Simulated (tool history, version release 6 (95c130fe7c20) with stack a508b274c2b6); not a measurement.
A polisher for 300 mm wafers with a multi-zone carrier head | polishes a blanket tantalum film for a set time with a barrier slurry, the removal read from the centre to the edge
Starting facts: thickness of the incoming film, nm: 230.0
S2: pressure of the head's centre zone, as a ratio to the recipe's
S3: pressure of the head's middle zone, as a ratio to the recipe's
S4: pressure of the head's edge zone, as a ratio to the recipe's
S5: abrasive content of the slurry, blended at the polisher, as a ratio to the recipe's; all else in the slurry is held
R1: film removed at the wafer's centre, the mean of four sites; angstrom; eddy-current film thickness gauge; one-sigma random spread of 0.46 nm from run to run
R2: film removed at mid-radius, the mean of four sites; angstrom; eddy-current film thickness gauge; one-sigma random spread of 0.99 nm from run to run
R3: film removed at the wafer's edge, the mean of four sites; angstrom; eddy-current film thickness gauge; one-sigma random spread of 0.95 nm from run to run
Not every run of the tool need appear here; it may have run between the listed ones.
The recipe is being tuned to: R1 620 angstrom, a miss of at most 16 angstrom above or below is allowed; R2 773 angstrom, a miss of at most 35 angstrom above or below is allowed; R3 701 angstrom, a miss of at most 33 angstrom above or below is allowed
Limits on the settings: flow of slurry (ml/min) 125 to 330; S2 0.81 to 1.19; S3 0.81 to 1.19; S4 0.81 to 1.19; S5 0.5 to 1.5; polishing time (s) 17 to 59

{"run": 1, "hour": 0.0, "flow of slurry (ml/min)": 210, "S2": 1, "S3": 1, "S4": 1, "S5": 1, "polishing time (s)": 38, "R1": 490.43, "R2": 498.27, "R3": 474.18}
{"run": 2, "hour": 2.4, "flow of slurry (ml/min)": 210, "S2": 1, "S3": 1, "S4": 1, "S5": 1.1, "polishing time (s)": 38, "R1": 513.41, "R2": 508.92, "R3": 498.16}
{"run": 3, "hour": 9.4, "flow of slurry (ml/min)": 220, "S2": 0.96, "S3": 1.06, "S4": 1.02, "S5": 1.25, "polishing time (s)": 40, "R1": 552.33, "R2": 593.26, "R3": 547.47}
{"run": 4, "hour": 11.2, "flow of slurry (ml/min)": 220, "S2": 0.96, "S3": 1, "S4": 1.02, "S5": 1.25, "polishing time (s)": 40, "R1": 540.75, "R2": 573.99, "R3": 553.65}
{"run": 5, "hour": 15.3, "flow of slurry (ml/min)": 220, "S2": 0.96, "S3": 1, "S4": 1.02, "S5": 1.25, "polishing time (s)": 36, "R1": 495.2, "R2": 510.68, "R3": 500.07}
{"run": 6, "hour": 16.5, "flow of slurry (ml/min)": 220, "S2": 0.91, "S3": 1, "S4": 1.02, "S5": 1.25, "polishing time (s)": 36, "R1": 468.05, "R2": 514.78, "R3": 493.28}
{"run": 7, "hour": 22.1, "flow of slurry (ml/min)": 225, "S2": 0.9, "S3": 1.04, "S4": 1.05, "S5": 1.35, "polishing time (s)": 39, "R1": 516.74, "R2": 587.89, "R3": 544.35}
{"run": 8, "hour": 23.9, "flow of slurry (ml/min)": 225, "S2": 0.88, "S3": 1.04, "S4": 1.07, "S5": 1.4, "polishing time (s)": 42, "R1": 563.33, "R2": 652.22, "R3": 597.03}
{"run": 9, "hour": 25.8, "flow of slurry (ml/min)": 230, "S2": 0.86, "S3": 1.04, "S4": 1.1, "S5": 1.45, "polishing time (s)": 43, "R1": 570.6, "R2": 643.95, "R3": 651.95}
{"run": 10, "hour": 34.2, "flow of slurry (ml/min)": 240, "S2": 0.85, "S3": 1.08, "S4": 1.11, "S5": 1.45, "polishing time (s)": 44, "R1": 572.69, "R2": 686.81, "R3": 667.1}
{"run": 11, "hour": 37.8, "flow of slurry (ml/min)": 245, "S2": 0.86, "S3": 1.11, "S4": 1.11, "S5": 1.45, "polishing time (s)": 44, "R1": 586.88, "R2": 704.72, "R3": 656.11}
{"run": 12, "hour": 42.0, "flow of slurry (ml/min)": 250, "S2": 0.86, "S3": 1.13, "S4": 1.12, "S5": 1.45, "polishing time (s)": 45, "R1": 597.25, "R2": 739.64, "R3": 683.34}

5 next moves are on the table. One of them brings every result within its allowed miss. Which?
{"run": "A", "hour": 46.2, "flow of slurry (ml/min)": 225, "S2": 0.83, "S3": 1.18, "S4": 1.04, "S5": 1.45, "polishing time (s)": 44, "R1": "?", "R2": "?", "R3": "?"}
{"run": "B", "hour": 46.2, "flow of slurry (ml/min)": 250, "S2": 0.89, "S3": 1.04, "S4": 1.19, "S5": 1.4, "polishing time (s)": 46, "R1": "?", "R2": "?", "R3": "?"}
{"run": "C", "hour": 46.2, "flow of slurry (ml/min)": 250, "S2": 0.85, "S3": 1.19, "S4": 0.95, "S5": 1.5, "polishing time (s)": 48, "R1": "?", "R2": "?", "R3": "?"}
{"run": "D", "hour": 46.2, "flow of slurry (ml/min)": 270, "S2": 0.85, "S3": 1.09, "S4": 1.16, "S5": 1.15, "polishing time (s)": 48, "R1": "?", "R2": "?", "R3": "?"}
{"run": "E", "hour": 46.2, "flow of slurry (ml/min)": 270, "S2": 0.84, "S3": 1.11, "S4": 1.06, "S5": 1.45, "polishing time (s)": 47, "R1": "?", "R2": "?", "R3": "?"}

move=A R1=567.04 R2=748.25 R3=642.06
move=B R1=627.27 R2=703.82 R3=720.23
move=C R1=643.72 R2=839.21 R3=682.17
move=D R1=601.2 R2=726.36 R3=702.65
move=E R1=624.83 R2=773.69 R3=703.57
A: misses by more than the last run did
B: meets the target for the result that was furthest off, but another lies outside its allowed miss
C: the result that was furthest off in the last run now lies on the other side of its target
D: closes in on the targets versus the last run, not all within tolerance yet
E: hits every target within its allowed miss
E meets every target.
